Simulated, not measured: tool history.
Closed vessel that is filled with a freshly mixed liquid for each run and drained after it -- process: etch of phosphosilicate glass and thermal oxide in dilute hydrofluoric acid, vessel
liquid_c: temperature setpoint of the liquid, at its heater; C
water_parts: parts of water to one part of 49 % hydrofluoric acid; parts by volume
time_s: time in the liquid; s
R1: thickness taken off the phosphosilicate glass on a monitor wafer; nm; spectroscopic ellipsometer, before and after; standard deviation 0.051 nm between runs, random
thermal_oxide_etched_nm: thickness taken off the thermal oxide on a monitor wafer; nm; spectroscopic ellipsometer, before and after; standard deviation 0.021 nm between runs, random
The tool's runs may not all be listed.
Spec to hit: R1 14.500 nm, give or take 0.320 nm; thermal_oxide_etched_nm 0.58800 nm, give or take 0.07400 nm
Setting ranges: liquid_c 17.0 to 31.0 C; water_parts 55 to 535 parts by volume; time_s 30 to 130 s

Run 1, day 0.000: liquid_c 23.0 C, water_parts 295 parts by volume, time_s 65 s. Result: R1 19.797 nm, thermal_oxide_etched_nm 0.82720 nm.
Run 2, day 0.162: liquid_c 25.0 C, water_parts 295 parts by volume, time_s 65 s. Result: R1 21.206 nm, thermal_oxide_etched_nm 0.84911 nm.
Run 3, day 0.200: liquid_c 25.0 C, water_parts 240 parts by volume, time_s 65 s. Result: R1 27.624 nm, thermal_oxide_etched_nm 1.17140 nm.
Run 4, day 0.392: liquid_c 25.0 C, water_parts 240 parts by volume, time_s 40 s. Result: R1 16.940 nm, thermal_oxide_etched_nm 0.70512 nm.
Run 5, day 0.579: liquid_c 24.0 C, water_parts 240 parts by volume, time_s 40 s. Result: R1 16.359 nm, thermal_oxide_etched_nm 0.64000 nm.
Run 6, day 0.621: liquid_c 23.5 C, water_parts 240 parts by volume, time_s 40 s. Result: R1 16.125 nm, thermal_oxide_etched_nm 0.65815 nm.
Run 7, day 0.983: liquid_c 23.0 C, water_parts 240 parts by volume, time_s 40 s. Result: R1 15.903 nm, thermal_oxide_etched_nm 0.62434 nm.
Run 8, day 1.154: liquid_c 22.5 C, water_parts 240 parts by volume, time_s 40 s. Result: R1 15.582 nm, thermal_oxide_etched_nm 0.65032 nm.
Run 9, day 1.475: liquid_c 22.0 C, water_parts 240 parts by volume, time_s 40 s. Result: R1 15.202 nm, thermal_oxide_etched_nm 0.59230 nm.

Exercise: of the 4 proposed moves below, exactly one satisfies all targets within the stated allowed misses. Which move is it?
Run A, day 1.796: liquid_c 31.0 C, water_parts 295 parts by volume, time_s 35 s. Result: R1 ?, thermal_oxide_etched_nm ?.
Run B, day 1.796: liquid_c 30.5 C, water_parts 290 parts by volume, time_s 35 s. Result: R1 ?, thermal_oxide_etched_nm ?.
Run C, day 1.796: liquid_c 21.5 C, water_parts 195 parts by volume, time_s 30 s. Result: R1 ?, thermal_oxide_etched_nm ?.
Run D, day 1.796: liquid_c 23.0 C, water_parts 270 parts by volume, time_s 45 s. Result: R1 ?, thermal_oxide_etched_nm ?.

move      R1  thermal_oxide_etched_nm
   A  13.933                  0.56272
   B  14.027                  0.56650
   C  14.431                  0.58281
   D  15.331                  0.61916
A: pushes the last run's worst result past its target
B: pushes the last run's worst result past its target
C: all results in spec
D: misses by more than the last run did
Go with C: it meets all targets.
